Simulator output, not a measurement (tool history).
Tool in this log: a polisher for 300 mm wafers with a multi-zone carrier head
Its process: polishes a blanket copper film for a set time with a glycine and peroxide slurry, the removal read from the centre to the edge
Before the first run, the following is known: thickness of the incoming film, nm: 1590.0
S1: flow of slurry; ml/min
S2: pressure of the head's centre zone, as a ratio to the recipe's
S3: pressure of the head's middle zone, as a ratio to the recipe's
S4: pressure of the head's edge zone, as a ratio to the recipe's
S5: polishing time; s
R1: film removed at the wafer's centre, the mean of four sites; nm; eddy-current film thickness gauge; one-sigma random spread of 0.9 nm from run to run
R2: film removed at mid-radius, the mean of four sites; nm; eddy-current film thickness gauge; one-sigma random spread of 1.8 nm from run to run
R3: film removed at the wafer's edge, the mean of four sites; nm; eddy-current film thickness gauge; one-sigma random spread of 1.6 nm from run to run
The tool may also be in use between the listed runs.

| run | hour | S1 | S2 | S3 | S4 | S5 | R1 | R2 | R3 |
|---|---|---|---|---|---|---|---|---|---|
| 1 | 0.0 | 205 | 1.00 | 1.00 | 1.00 | 47 | 224.95 | 220.73 | 233.72 |
| 2 | 7.2 | 205 | 1.00 | 1.00 | 1.00 | 54 | 257.32 | 252.61 | 265.67 |
| 3 | 14.1 | 205 | 0.99 | 0.99 | 0.98 | 51 | 241.79 | 239.42 | 251.39 |
| 4 | 18.9 | 205 | 0.99 | 0.99 | 0.94 | 51 | 239.67 | 233.13 | 240.45 |
| 5 | 27.9 | 235 | 0.99 | 0.99 | 0.94 | 51 | 245.51 | 247.18 | 250.67 |
| 6 | 35.7 | 235 | 0.99 | 0.99 | 0.94 | 42 | 202.51 | 203.11 | 199.82 |
| 7 | 41.7 | 225 | 0.98 | 0.97 | 0.93 | 41 | 194.81 | 190.73 | 193.15 |
| 8 | 50.1 | 220 | 0.97 | 0.96 | 0.92 | 40 | 187.16 | 184.55 | 190.17 |

Run 9 comes next. What will it give?
| 9 | 54.6 | 220 | 0.97 | 0.96 | 0.92 | 40 | ? | ? | ? |

For run 9 the tool returned R1 185.69 nm, R2 181.60 nm, R3 187.79 nm.

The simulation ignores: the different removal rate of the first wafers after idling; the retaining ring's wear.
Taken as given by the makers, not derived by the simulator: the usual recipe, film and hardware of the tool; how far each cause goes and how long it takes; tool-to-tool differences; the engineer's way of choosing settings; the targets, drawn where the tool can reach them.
